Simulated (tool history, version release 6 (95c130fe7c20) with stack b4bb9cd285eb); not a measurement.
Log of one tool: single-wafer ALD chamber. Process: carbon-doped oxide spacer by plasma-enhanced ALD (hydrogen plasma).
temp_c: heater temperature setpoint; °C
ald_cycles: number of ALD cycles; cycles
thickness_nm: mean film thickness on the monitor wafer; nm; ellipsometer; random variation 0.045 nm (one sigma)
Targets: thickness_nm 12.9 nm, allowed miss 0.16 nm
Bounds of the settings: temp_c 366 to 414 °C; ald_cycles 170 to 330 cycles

{"run": 1, "hour": 0.0, "temp_c": 390, "ald_cycles": 250, "thickness_nm": 13.622}
{"run": 2, "hour": 9.5, "temp_c": 383, "ald_cycles": 250, "thickness_nm": 13.539}
{"run": 3, "hour": 15.5, "temp_c": 388, "ald_cycles": 250, "thickness_nm": 13.592}
{"run": 4, "hour": 16.6, "temp_c": 398, "ald_cycles": 250, "thickness_nm": 13.596}
{"run": 5, "hour": 17.7, "temp_c": 398, "ald_cycles": 249, "thickness_nm": 13.495}
{"run": 6, "hour": 22.5, "temp_c": 404, "ald_cycles": 249, "thickness_nm": 13.25}
{"run": 7, "hour": 24.3, "temp_c": 404, "ald_cycles": 249, "thickness_nm": 13.318}
{"run": 8, "hour": 29.9, "temp_c": 404, "ald_cycles": 248, "thickness_nm": 13.159}

Which of these 4 next moves meets every target?
{"run": "A", "hour": 35.5, "temp_c": 403, "ald_cycles": 246, "thickness_nm": "?"}
{"run": "B", "hour": 35.5, "temp_c": 399, "ald_cycles": 232, "thickness_nm": "?"}
{"run": "C", "hour": 35.5, "temp_c": 401, "ald_cycles": 249, "thickness_nm": "?"}
{"run": "D", "hour": 35.5, "temp_c": 408, "ald_cycles": 245, "thickness_nm": "?"}

move=A thickness_nm=13.204
move=B thickness_nm=12.625
move=C thickness_nm=13.458
move=D thickness_nm=12.922
A: further off than the last run
B: takes the result that was furthest off past its target
C: further off than the last run
D: meets every target
The right move is D.
